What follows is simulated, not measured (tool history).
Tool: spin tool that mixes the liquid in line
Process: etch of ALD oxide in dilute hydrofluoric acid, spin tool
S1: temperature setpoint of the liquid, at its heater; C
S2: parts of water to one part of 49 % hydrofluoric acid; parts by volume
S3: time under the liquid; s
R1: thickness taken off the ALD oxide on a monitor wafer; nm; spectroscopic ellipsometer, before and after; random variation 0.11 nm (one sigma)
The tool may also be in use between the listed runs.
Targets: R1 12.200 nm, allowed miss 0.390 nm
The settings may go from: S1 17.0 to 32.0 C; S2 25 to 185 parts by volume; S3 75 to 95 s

run,hour,S1,S2,S3,R1
1,0.0,24.0,105,95,18.307
2,2.2,22.5,110,95,16.267
3,6.5,21.0,110,95,15.584
4,15.5,20.0,115,95,14.024
5,20.7,22.0,115,95,15.317
6,27.6,21.0,115,95,14.631
7,30.8,20.0,115,95,14.008
8,36.2,19.5,115,95,14.113
9,39.3,19.5,115,95,13.826
10,47.5,19.0,115,95,13.610
11,49.6,18.5,115,95,13.388
12,52.3,18.0,115,95,12.863
13,60.3,17.5,115,95,12.708

Which of these 5 next moves meets every target?
A,68.3,18.0,120,95,?
B,68.3,19.0,100,80,?
C,68.3,17.5,110,80,?
D,68.3,17.0,110,80,?
E,68.3,19.0,120,85,?

move,R1
A,12.473
B,13.419
C,11.340
D,11.105
E,11.629
A: meets every target
B: further off than the last run
C: takes the result that was furthest off past its target
D: takes the result that was furthest off past its target
E: takes the result that was furthest off past its target
Move A is the one to make.

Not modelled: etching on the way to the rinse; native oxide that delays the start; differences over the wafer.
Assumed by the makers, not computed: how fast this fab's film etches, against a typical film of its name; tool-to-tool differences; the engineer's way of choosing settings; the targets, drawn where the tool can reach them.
